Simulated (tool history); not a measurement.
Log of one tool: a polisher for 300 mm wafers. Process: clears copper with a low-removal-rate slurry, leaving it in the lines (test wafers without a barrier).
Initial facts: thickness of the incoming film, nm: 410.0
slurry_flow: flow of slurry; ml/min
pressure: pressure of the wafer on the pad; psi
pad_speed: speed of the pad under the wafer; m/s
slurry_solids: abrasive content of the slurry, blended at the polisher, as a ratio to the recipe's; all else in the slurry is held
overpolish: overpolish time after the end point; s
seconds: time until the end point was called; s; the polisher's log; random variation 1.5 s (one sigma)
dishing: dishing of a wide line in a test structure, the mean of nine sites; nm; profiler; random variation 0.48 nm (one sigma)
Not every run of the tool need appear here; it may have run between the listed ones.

run	day	slurry_flow	pressure	pad_speed	slurry_solids	overpolish	seconds	dishing
1	0.000	225	3.4	1.00	1.00	23	135.860	37.444
2	0.242	225	3.7	1.02	1.00	19	123.550	35.130
3	0.500	225	3.7	0.80	1.00	19	146.570	30.965
4	0.750	225	3.7	0.80	1.00	26	146.970	38.893
5	0.871	225	4.4	0.80	1.00	26	126.530	43.952
6	1.204	230	4.6	0.84	1.00	22	117.380	41.200
7	1.400	230	4.7	0.90	1.05	18	105.980	37.280
8	1.429	245	5.3	0.96	1.10	8	92.654	22.792
9	1.592	240	5.2	1.00	1.10	9	87.318	26.280
10	1.858	230	4.9	1.08	1.10	14	89.994	35.509
11	1.988	240	5.0	1.08	1.10	14	87.694	36.652
12	2.062	240	5.0	1.08	1.10	14	88.671	36.710
13	2.404	240	5.1	1.08	1.10	13	87.403	35.288

Run 14 comes next. What will it give?
14	2.579	240	5.1	1.08	1.10	12	?	?

For run 14 the tool returned seconds 85.896 s, dishing 34.007 nm.
